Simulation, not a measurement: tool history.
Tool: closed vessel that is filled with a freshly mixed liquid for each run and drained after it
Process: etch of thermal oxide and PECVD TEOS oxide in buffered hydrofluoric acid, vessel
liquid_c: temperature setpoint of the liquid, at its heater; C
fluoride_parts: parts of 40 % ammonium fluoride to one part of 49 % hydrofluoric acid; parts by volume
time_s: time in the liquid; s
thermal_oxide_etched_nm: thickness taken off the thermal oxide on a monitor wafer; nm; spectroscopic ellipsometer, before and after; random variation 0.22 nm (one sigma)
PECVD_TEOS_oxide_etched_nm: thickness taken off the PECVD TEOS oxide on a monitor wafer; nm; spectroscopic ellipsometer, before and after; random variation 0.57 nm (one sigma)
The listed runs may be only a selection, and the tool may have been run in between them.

run  hour  liquid_c  fluoride_parts  time_s  thermal_oxide_etched_nm  PECVD_TEOS_oxide_etched_nm
  1   0.0      20.0            20.0      60                   32.246                      67.395
  2   5.0      21.0            20.0      60                   33.608                      71.495
  3   5.7      21.0            20.0      40                   22.452                      47.806
  4  11.5      21.0            23.5      40                   20.177                      42.595
  5  14.6      24.0            23.5      40                   23.842                      50.409
  6  20.6      24.5            22.0      40                   25.554                      54.159
  7  27.0      25.0            20.5      40                   27.581                      58.459
  8  35.8      25.5            19.5      40                   29.663                      62.567
  9  40.4      26.0            18.5      40                   32.012                      68.267

Expected results for the next run?
 10  47.4      26.5            18.0      40                        ?                           ?

thermal_oxide_etched_nm: 33.946 nm
PECVD_TEOS_oxide_etched_nm: 70.987 nm
